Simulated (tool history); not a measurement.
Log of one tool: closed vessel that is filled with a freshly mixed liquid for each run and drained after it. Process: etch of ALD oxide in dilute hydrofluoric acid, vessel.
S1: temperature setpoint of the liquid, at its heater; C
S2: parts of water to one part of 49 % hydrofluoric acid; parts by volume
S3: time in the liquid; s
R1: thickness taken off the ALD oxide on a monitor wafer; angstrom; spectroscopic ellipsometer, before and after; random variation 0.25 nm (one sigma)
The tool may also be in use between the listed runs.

run  hour    S1  S2  S3      R1
  1     0    25  55  45  135.84
  2   0.8  22.5  55  45  120.25
  3   3.6  25.5  50  45  152.68
  4   7.5  25.5  30  45  261.07
  5  15.9  25.5  30  35  201.47
  6  17.7  25.5  40  35  146.89
  7  18.9    27  35  35  180.84
  8  23.7    28  30  35  221.32

The next listed run, before its measurement:
  9  27.6  29.5  30  35   ?

{"run 9": {"R1": 237.4}}
